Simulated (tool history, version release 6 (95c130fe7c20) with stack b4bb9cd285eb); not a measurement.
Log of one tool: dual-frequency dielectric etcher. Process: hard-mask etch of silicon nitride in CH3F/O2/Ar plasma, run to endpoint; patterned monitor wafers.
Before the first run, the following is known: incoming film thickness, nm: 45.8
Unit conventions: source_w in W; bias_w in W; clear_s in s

run  hour  source_w  bias_w  clear_s
  1     0       500      54   64.137
  2   7.7       460      53    65.35
  3   8.8       490      53   65.539
  4  10.9       470      50   67.469
  5  19.3       450      49    68.41
  6  20.2       430      48   70.889

What does the tool deliver on the next run?
  7  27.2       420      48        ?

Run 7 gave clear_s 72.039 s.
